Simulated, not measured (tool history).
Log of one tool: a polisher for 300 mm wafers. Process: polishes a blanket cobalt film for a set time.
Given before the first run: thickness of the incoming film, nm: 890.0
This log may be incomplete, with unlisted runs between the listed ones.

run,day,flow of slurry (ml/min),pressure of the wafer on the pad (kPa),speed of the pad under the wafer (cm/s),polishing time (s),film removed (nm)
1,0,145,12.4,114,39,216.8
2,0.242,145,12.4,132,39,253.28
3,0.338,165,12.4,132,39,255.14
4,0.625,165,12.4,132,39,258.33
5,0.967,180,12.4,132,39,257.31
6,1.283,180,12.4,118,39,231.85

What does the tool deliver on the next run?
7,1.375,180,13.1,118,39,?

{"run 7": {"film removed (nm)": 243.97}}
